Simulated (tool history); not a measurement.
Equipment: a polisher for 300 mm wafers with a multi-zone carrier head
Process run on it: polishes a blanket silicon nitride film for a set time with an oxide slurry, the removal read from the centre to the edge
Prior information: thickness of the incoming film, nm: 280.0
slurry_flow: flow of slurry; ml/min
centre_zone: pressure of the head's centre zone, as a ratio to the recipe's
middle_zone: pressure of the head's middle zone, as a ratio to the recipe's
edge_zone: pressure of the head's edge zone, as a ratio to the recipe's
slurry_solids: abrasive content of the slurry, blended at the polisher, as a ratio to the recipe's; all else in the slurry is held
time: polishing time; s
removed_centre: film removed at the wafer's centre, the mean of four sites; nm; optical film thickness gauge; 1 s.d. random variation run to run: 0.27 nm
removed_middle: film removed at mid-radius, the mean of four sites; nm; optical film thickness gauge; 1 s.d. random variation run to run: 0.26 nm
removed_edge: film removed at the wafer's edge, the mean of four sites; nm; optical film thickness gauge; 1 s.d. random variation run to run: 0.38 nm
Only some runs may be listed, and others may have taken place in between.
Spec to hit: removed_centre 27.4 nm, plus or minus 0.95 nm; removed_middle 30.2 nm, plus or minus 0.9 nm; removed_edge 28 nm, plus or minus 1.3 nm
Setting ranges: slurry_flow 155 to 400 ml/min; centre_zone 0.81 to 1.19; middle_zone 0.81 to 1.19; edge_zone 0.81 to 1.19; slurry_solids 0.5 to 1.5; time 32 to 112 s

| run | hour | slurry_flow | centre_zone | middle_zone | edge_zone | slurry_solids | time | removed_centre | removed_middle | removed_edge |
|---|---|---|---|---|---|---|---|---|---|---|
| 1 | 0 | 255 | 1 | 1 | 1 | 1 | 72 | 39.794 | 39.733 | 41.147 |
| 2 | 2.6 | 255 | 1.04 | 1 | 1 | 1 | 72 | 40.655 | 40.05 | 40.861 |
| 3 | 5.4 | 255 | 1.02 | 1.01 | 0.98 | 0.9 | 71 | 37.16 | 38.012 | 37.859 |
| 4 | 13.1 | 300 | 1.02 | 1.01 | 0.98 | 0.9 | 71 | 38.866 | 38.793 | 39.74 |
| 5 | 18.7 | 300 | 0.98 | 1.01 | 0.98 | 0.9 | 71 | 37.508 | 38.628 | 38.741 |
| 6 | 22.4 | 260 | 0.98 | 1.01 | 0.98 | 0.9 | 71 | 37.283 | 37.9 | 38.242 |
| 7 | 23.7 | 255 | 0.96 | 1.02 | 0.97 | 0.85 | 70 | 35.734 | 36.881 | 36.649 |
| 8 | 31.6 | 250 | 0.94 | 1.03 | 0.96 | 0.8 | 69 | 32.5 | 35.427 | 33.76 |
| 9 | 40.4 | 240 | 0.93 | 1.02 | 0.94 | 0.8 | 69 | 32.108 | 35.191 | 34.268 |
| 10 | 42.6 | 295 | 0.95 | 1.05 | 0.94 | 0.55 | 63 | 26.266 | 28.528 | 26.84 |
| 11 | 47.9 | 295 | 0.95 | 1.06 | 0.95 | 0.55 | 63 | 26.034 | 28.687 | 27.509 |

Consider the 5 candidate settings below. Which is the only one whose results all fall within their allowed miss of target?
| A | 53.2 | 300 | 0.91 | 1.03 | 0.87 | 0.6 | 66 | ? | ? | ? |
| B | 53.2 | 220 | 0.99 | 0.96 | 0.94 | 0.5 | 69 | ? | ? | ? |
| C | 53.2 | 290 | 0.98 | 1 | 0.94 | 0.5 | 67 | ? | ? | ? |
| D | 53.2 | 315 | 1.02 | 0.98 | 0.94 | 0.5 | 69 | ? | ? | ? |
| E | 53.2 | 245 | 0.91 | 1.1 | 1.08 | 0.65 | 58 | ? | ? | ? |

| move | removed_centre | removed_middle | removed_edge |
|---|---|---|---|
| A | 27.216 | 30.267 | 28.364 |
| B | 26.705 | 26.338 | 27.438 |
| C | 26.755 | 27.415 | 27.341 |
| D | 28.691 | 27.989 | 28.347 |
| E | 24.179 | 28.488 | 28.122 |
A: in spec on every target
B: further off than the last run
C: further off than the last run
D: further off than the last run
E: further off than the last run
A meets every target.
